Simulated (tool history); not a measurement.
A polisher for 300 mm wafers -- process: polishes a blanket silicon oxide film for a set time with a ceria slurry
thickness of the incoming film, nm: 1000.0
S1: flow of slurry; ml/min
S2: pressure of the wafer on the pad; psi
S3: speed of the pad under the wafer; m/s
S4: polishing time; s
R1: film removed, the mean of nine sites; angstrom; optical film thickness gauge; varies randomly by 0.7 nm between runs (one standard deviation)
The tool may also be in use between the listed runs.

{"run": 1, "day": 0.0, "S1": 135, "S2": 2.2, "S3": 0.86, "S4": 51, "R1": 1081.6}
{"run": 2, "day": 0.046, "S1": 135, "S2": 2.7, "S3": 0.86, "S4": 51, "R1": 1319.4}
{"run": 3, "day": 0.138, "S1": 130, "S2": 2.5, "S3": 0.86, "S4": 51, "R1": 1205.4}
{"run": 4, "day": 0.246, "S1": 130, "S2": 2.5, "S3": 0.74, "S4": 51, "R1": 1031.2}
{"run": 5, "day": 0.367, "S1": 125, "S2": 2.4, "S3": 0.74, "S4": 51, "R1": 1009.8}
{"run": 6, "day": 0.579, "S1": 125, "S2": 2.3, "S3": 0.74, "S4": 51, "R1": 958.51}
{"run": 7, "day": 0.704, "S1": 105, "S2": 1.8, "S3": 0.74, "S4": 51, "R1": 722.68}

The next listed run, before its measurement:
{"run": 8, "day": 0.817, "S1": 110, "S2": 1.8, "S3": 0.74, "S4": 51, "R1": "?"}

{"run 8": {"R1": 730.85}}
